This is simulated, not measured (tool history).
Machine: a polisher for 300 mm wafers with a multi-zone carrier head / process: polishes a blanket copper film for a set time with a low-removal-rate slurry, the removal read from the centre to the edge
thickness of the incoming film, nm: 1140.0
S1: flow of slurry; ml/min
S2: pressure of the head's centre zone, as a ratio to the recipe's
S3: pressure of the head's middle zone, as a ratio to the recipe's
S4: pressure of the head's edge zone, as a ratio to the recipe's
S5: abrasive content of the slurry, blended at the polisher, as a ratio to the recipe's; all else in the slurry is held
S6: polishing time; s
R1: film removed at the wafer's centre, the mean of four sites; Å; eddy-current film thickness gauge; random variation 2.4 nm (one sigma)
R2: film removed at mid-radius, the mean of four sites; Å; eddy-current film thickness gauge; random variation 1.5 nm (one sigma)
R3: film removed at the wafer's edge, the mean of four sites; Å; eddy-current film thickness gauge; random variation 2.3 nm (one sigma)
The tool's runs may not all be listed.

{"run": 1, "hour": 0.0, "S1": 290, "S2": 1.0, "S3": 1.0, "S4": 1.0, "S5": 1.0, "S6": 73, "R1": 2197.0, "R2": 2138.9, "R3": 2181.0}
{"run": 2, "hour": 7.7, "S1": 290, "S2": 1.0, "S3": 0.92, "S4": 1.0, "S5": 1.0, "S6": 73, "R1": 2154.7, "R2": 2018.0, "R3": 2155.3}
{"run": 3, "hour": 15.1, "S1": 290, "S2": 1.03, "S3": 0.92, "S4": 1.0, "S5": 1.0, "S6": 73, "R1": 2199.8, "R2": 2056.9, "R3": 2178.0}
{"run": 4, "hour": 19.8, "S1": 290, "S2": 1.03, "S3": 0.92, "S4": 0.95, "S5": 1.0, "S6": 73, "R1": 2202.6, "R2": 2023.7, "R3": 2095.4}
{"run": 5, "hour": 20.8, "S1": 290, "S2": 1.03, "S3": 0.92, "S4": 1.0, "S5": 1.0, "S6": 73, "R1": 2239.7, "R2": 2024.3, "R3": 2164.9}
{"run": 6, "hour": 22.9, "S1": 290, "S2": 1.1, "S3": 0.92, "S4": 1.0, "S5": 1.0, "S6": 73, "R1": 2330.2, "R2": 2039.7, "R3": 2157.9}
{"run": 7, "hour": 24.8, "S1": 290, "S2": 1.1, "S3": 0.9, "S4": 1.0, "S5": 0.95, "S6": 70, "R1": 2250.7, "R2": 1910.3, "R3": 2057.2}
{"run": 8, "hour": 32.7, "S1": 290, "S2": 1.09, "S3": 0.89, "S4": 1.0, "S5": 0.9, "S6": 68, "R1": 2125.1, "R2": 1813.8, "R3": 1927.7}
{"run": 9, "hour": 39.5, "S1": 285, "S2": 1.09, "S3": 0.88, "S4": 1.02, "S5": 0.85, "S6": 66, "R1": 2034.1, "R2": 1712.6, "R3": 1899.5}

For run 10, what comes out?
{"run": 10, "hour": 42.6, "S1": 285, "S2": 1.09, "S3": 0.87, "S4": 1.02, "S5": 0.8, "S6": 65, "R1": "?", "R2": "?", "R3": "?"}

R1: 1930.1 Å
R2: 1657.6 Å
R3: 1841.2 Å

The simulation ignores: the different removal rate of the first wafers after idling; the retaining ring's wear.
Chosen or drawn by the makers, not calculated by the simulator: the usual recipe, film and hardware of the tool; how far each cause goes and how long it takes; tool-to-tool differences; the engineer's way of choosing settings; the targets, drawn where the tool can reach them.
